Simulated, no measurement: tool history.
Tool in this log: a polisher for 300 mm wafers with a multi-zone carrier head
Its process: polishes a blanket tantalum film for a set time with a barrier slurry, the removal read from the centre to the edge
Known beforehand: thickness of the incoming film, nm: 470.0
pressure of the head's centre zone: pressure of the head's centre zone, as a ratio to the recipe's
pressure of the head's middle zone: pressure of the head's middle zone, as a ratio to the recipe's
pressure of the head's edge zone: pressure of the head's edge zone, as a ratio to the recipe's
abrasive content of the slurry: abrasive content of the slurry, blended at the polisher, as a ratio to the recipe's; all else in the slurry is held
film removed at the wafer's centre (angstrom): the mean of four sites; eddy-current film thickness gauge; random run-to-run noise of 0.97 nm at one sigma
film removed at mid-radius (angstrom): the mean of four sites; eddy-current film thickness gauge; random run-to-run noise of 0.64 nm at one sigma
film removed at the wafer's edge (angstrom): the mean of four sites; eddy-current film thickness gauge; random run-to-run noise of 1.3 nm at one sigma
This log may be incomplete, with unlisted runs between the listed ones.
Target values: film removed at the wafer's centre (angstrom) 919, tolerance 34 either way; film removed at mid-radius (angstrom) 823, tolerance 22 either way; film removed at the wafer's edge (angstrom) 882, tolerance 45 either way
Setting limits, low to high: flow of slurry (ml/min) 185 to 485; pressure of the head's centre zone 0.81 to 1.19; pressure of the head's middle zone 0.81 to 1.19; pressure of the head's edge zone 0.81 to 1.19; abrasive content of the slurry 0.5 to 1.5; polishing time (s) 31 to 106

run,hour,flow of slurry (ml/min),pressure of the head's centre zone,pressure of the head's middle zone,pressure of the head's edge zone,abrasive content of the slurry,polishing time (s),film removed at the wafer's centre (angstrom),film removed at mid-radius (angstrom),film removed at the wafer's edge (angstrom)
1,0,310,1,1,1,1,68,685.3,696,696.3
2,0.6,310,1.05,1,1,1,68,716.51,696.96,701.28
3,8.5,315,1.08,1.01,1.04,1.1,68,757.66,720.3,759.87
4,10.7,315,1.08,1.04,1.04,1.1,68,753.99,752.53,736.3
5,12.1,325,1.11,1.04,1.06,1.15,68,807.22,770.75,772.54
6,19.9,325,1.11,1.04,1.06,1,68,747.72,725.25,738.87
7,22,335,1.13,1.04,1.08,1.1,68,796.92,762.61,756.54
8,29.7,295,1.13,0.94,1.18,1.35,74,894.79,785.21,921.65
9,30.4,295,1.13,0.94,1.18,1.35,74,906.28,791.57,915.45

Which of these 4 next moves meets every target?
A,31.1,230,1.13,0.93,1.19,1.4,72,?,?,?
B,31.1,310,1.17,0.96,1.15,1.4,72,?,?,?
C,31.1,325,1.09,0.84,1.17,1.45,78,?,?,?
D,31.1,300,1.15,1,1.15,1.25,74,?,?,?

move,film removed at the wafer's centre (angstrom),film removed at mid-radius (angstrom),film removed at the wafer's edge (angstrom)
A,873.31,759.46,896.05
B,923.71,794.66,892.59
C,942.15,779.91,987.94
D,902.97,818.06,887.7
A: further off than the last run
B: nearer the targets than the last run, but a result is still out of spec
C: further off than the last run
D: each result inside its tolerance
D meets every target.
